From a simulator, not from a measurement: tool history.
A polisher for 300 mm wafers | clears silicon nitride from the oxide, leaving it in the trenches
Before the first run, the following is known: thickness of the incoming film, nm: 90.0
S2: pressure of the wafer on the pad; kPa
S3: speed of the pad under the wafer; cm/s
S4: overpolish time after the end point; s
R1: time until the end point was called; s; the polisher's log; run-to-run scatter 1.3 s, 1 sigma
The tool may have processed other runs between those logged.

run 1 hour=0 | flow_of_slurry_(ml/min)=220 S2=17.2 S3=76 S4=12 | R1=182.15
run 2 hour=3.2 | flow_of_slurry_(ml/min)=220 S2=15.9 S3=76 S4=12 | R1=201.99
run 3 hour=4.5 | flow_of_slurry_(ml/min)=220 S2=15.9 S3=76 S4=12 | R1=195.71
run 4 hour=8.6 | flow_of_slurry_(ml/min)=220 S2=18.6 S3=78 S4=12 | R1=172.85
run 5 hour=12.4 | flow_of_slurry_(ml/min)=220 S2=20.7 S3=82 S4=12 | R1=148.71
run 6 hour=15.5 | flow_of_slurry_(ml/min)=220 S2=23.4 S3=82 S4=12 | R1=127.49

Expected results for the next run?
run 7 hour=21.1 | flow_of_slurry_(ml/min)=220 S2=24.1 S3=84 S4=12 | R1=?

{"run 7": {"R1": 125.14}}
